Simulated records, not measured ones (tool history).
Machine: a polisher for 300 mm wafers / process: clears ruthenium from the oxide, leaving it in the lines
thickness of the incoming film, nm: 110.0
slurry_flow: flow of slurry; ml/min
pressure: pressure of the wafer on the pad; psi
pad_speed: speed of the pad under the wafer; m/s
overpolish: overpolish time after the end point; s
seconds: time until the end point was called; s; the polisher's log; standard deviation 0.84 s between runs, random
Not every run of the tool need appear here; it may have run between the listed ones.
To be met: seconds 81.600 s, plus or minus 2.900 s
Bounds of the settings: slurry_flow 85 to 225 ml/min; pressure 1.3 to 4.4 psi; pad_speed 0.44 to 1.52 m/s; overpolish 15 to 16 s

run,hour,slurry_flow,pressure,pad_speed,overpolish,seconds
1,0.0,145,2.8,0.98,15,66.652
2,7.5,145,2.8,1.18,15,57.572
3,9.5,145,2.8,1.06,15,63.043
4,11.8,140,2.6,1.06,15,67.373
5,18.8,140,3.2,1.06,15,54.836
6,27.8,140,3.2,1.06,15,55.363
7,30.2,125,2.4,1.04,15,76.126
8,37.7,120,2.4,1.04,15,77.610
9,38.9,115,2.4,1.04,15,76.484
10,43.0,115,2.2,1.04,15,85.016

Exactly one of the 4 candidate moves below puts every result within its allowed miss. Which one?
A,47.1,155,2.2,1.02,15,?
B,47.1,100,2.7,0.80,16,?
C,47.1,115,2.5,1.02,15,?
D,47.1,90,1.7,1.44,15,?

move,seconds
A,81.365
B,89.915
C,76.710
D,89.204
A: hits every target within its allowed miss
B: its largest miss is bigger than the last run's
C: takes the biggest miss from the last run beyond its target
D: its largest miss is bigger than the last run's
So the answer is move A, the one that meets all the targets.

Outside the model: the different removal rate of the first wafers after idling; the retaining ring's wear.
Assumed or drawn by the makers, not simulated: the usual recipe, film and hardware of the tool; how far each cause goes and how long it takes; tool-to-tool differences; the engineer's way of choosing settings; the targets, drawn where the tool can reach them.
